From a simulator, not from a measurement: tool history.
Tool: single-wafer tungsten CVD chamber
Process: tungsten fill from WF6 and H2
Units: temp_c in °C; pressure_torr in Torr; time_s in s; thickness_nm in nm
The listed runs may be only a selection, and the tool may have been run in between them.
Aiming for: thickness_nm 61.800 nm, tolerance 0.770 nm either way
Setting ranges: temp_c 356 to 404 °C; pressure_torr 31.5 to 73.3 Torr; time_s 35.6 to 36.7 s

run 1 hour=0.0 | temp_c=380 pressure_torr=52.4 time_s=35.6 | thickness_nm=82.570
run 2 hour=6.9 | temp_c=387 pressure_torr=52.4 time_s=35.6 | thickness_nm=96.060
run 3 hour=8.2 | temp_c=384 pressure_torr=52.4 time_s=35.6 | thickness_nm=90.326
run 4 hour=16.3 | temp_c=382 pressure_torr=52.4 time_s=35.6 | thickness_nm=87.020
run 5 hour=23.2 | temp_c=382 pressure_torr=47.2 time_s=35.6 | thickness_nm=84.160
run 6 hour=30.5 | temp_c=375 pressure_torr=47.2 time_s=35.6 | thickness_nm=72.200
run 7 hour=38.9 | temp_c=374 pressure_torr=47.2 time_s=35.6 | thickness_nm=70.355
run 8 hour=40.8 | temp_c=373 pressure_torr=47.2 time_s=35.6 | thickness_nm=69.085
run 9 hour=47.7 | temp_c=366 pressure_torr=47.1 time_s=35.6 | thickness_nm=58.884
run 10 hour=53.5 | temp_c=367 pressure_torr=47.1 time_s=35.6 | thickness_nm=60.361

Consider the 4 candidate settings below. Which is the only one whose results all fall within their allowed miss of target?
run A hour=59.3 | temp_c=365 pressure_torr=47.3 time_s=35.9 | thickness_nm=?
run B hour=59.3 | temp_c=368 pressure_torr=40.1 time_s=35.7 | thickness_nm=?
run C hour=59.3 | temp_c=365 pressure_torr=49.0 time_s=35.6 | thickness_nm=?
run D hour=59.3 | temp_c=368 pressure_torr=45.5 time_s=35.9 | thickness_nm=?

move=A thickness_nm=58.075
move=B thickness_nm=58.987
move=C thickness_nm=58.201
move=D thickness_nm=61.510
A: lands further from the targets than the last run did
B: lands further from the targets than the last run did
C: lands further from the targets than the last run did
D: in spec on every target
Answer: D

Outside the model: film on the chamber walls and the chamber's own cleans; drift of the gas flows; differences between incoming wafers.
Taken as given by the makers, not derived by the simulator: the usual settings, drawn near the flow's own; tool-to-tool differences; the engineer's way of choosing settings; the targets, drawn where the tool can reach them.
